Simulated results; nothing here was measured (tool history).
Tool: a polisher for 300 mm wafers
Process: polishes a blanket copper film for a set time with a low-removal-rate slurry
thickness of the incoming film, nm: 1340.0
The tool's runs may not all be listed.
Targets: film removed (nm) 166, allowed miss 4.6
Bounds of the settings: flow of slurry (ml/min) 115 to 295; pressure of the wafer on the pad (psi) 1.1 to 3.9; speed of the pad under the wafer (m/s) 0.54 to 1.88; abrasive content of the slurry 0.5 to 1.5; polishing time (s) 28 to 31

| run | hour | flow of slurry (ml/min) | pressure of the wafer on the pad (psi) | speed of the pad under the wafer (m/s) | abrasive content of the slurry | polishing time (s) | film removed (nm) |
|---|---|---|---|---|---|---|---|
| 1 | 0 | 190 | 2.5 | 1.2 | 1 | 31 | 88.273 |
| 2 | 1 | 190 | 2.5 | 1.2 | 0.8 | 31 | 84.317 |
| 3 | 4.8 | 190 | 1.9 | 1.2 | 0.8 | 31 | 65.39 |
| 4 | 8.9 | 190 | 1.9 | 1.2 | 0.7 | 31 | 63.191 |
| 5 | 10.2 | 200 | 2.5 | 1.24 | 0.7 | 31 | 85.084 |
| 6 | 12.7 | 200 | 2 | 1.24 | 0.7 | 31 | 68.426 |
| 7 | 14.2 | 225 | 2.7 | 1.32 | 0.7 | 31 | 98.275 |
| 8 | 20.2 | 225 | 3.1 | 1.34 | 0.7 | 31 | 114.39 |
| 9 | 26.9 | 225 | 3.3 | 1.36 | 0.7 | 31 | 125.65 |
| 10 | 29.4 | 245 | 3.9 | 1.4 | 0.7 | 31 | 151.54 |
| 11 | 31.9 | 245 | 3.9 | 1.44 | 0.7 | 31 | 156.63 |
| 12 | 34.1 | 245 | 3.9 | 1.46 | 0.7 | 31 | 158.86 |
| 13 | 36.2 | 245 | 3.9 | 1.48 | 0.7 | 31 | 162.32 |

Which of these 5 next moves meets every target?
| A | 38.3 | 230 | 3.2 | 1.8 | 0.7 | 31 | ? |
| B | 38.3 | 250 | 3.9 | 1.6 | 0.7 | 28 | ? |
| C | 38.3 | 275 | 3.8 | 1.6 | 0.6 | 29 | ? |
| D | 38.3 | 245 | 3.9 | 1.46 | 0.65 | 30 | ? |
| E | 38.3 | 275 | 3.9 | 1.62 | 0.55 | 30 | ? |

| move | film removed (nm) |
|---|---|
| A | 160.44 |
| B | 158.14 |
| C | 156.59 |
| D | 152.46 |
| E | 165.52 |
A: further off than the last run
B: further off than the last run
C: further off than the last run
D: further off than the last run
E: meets every target
Answer: E

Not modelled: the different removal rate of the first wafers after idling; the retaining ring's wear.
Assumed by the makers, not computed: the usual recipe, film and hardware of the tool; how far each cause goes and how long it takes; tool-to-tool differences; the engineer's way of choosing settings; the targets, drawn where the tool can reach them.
